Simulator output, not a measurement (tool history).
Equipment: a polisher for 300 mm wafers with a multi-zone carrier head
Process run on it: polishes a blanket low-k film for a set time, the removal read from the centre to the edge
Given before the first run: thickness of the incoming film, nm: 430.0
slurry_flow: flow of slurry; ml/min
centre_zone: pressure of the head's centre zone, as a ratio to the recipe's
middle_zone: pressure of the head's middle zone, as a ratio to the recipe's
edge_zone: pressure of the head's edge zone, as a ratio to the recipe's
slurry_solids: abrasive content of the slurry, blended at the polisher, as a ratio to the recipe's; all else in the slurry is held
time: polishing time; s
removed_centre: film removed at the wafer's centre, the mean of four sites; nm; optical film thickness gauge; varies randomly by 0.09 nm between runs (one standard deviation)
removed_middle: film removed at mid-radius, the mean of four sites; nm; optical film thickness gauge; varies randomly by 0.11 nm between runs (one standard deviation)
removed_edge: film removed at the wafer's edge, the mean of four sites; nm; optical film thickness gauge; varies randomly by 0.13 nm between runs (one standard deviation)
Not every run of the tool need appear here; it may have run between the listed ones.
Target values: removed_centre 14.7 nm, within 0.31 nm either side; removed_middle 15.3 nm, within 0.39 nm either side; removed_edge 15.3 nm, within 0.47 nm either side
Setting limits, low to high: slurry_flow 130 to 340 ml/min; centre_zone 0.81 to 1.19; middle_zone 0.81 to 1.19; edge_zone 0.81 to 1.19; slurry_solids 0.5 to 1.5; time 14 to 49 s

run,day,slurry_flow,centre_zone,middle_zone,edge_zone,slurry_solids,time,removed_centre,removed_middle,removed_edge
1,0,220,1,1,1,1,31,11.281,10.645,10.79
2,0.133,175,1,1,1,1,31,10.964,10.381,10.595
3,0.296,175,1,1,0.94,1,31,10.927,10.355,10.391
4,0.438,230,1,1,0.94,1,31,11.406,10.835,10.78
5,0.471,230,1,1,0.98,1,31,11.399,10.919,10.704
6,0.683,220,0.99,1.01,0.99,1.05,32,11.811,11.678,11.445
7,0.779,230,1.05,1.11,1.09,1.3,32,13.746,13.337,13.009
8,0.892,235,1.04,1.11,1.1,1.35,32,13.753,13.816,13.203
9,1.088,240,1.04,1.1,1.11,1.35,32,13.741,13.73,13.205
10,1.15,230,1.04,1.1,1.12,1.35,32,13.951,13.591,13.486
11,1.275,230,1.03,1.1,1.13,1.35,32,13.671,13.417,13.345
12,1.65,270,0.98,1.12,1.19,1.5,33,14.379,15.056,15.052

5 candidate next runs follow, results not yet known. Just one meets every target within its allowed miss. Identify it.
A,2.025,310,0.99,1.17,1.08,1.45,33,?,?,?
B,2.025,260,0.95,1.13,1.14,1.5,33,?,?,?
C,2.025,285,0.95,1.07,1.13,1.45,35,?,?,?
D,2.025,195,1.1,1.08,1.19,1.5,33,?,?,?
E,2.025,280,1.07,1.13,1.16,1.5,31,?,?,?

move,removed_centre,removed_middle,removed_edge
A,14.633,15.687,14.242
B,13.996,15.168,14.535
C,14.83,15.406,15.306
D,15.18,14.06,14.368
E,14.704,14.362,13.842
A: the worst result of the last run now meets its target, but another is out of spec
B: moves away from the targets compared with the last run
C: all results land within tolerance of their targets
D: takes the result that was furthest off past its target
E: the worst result of the last run now meets its target, but another is out of spec
The move that meets every target is C.

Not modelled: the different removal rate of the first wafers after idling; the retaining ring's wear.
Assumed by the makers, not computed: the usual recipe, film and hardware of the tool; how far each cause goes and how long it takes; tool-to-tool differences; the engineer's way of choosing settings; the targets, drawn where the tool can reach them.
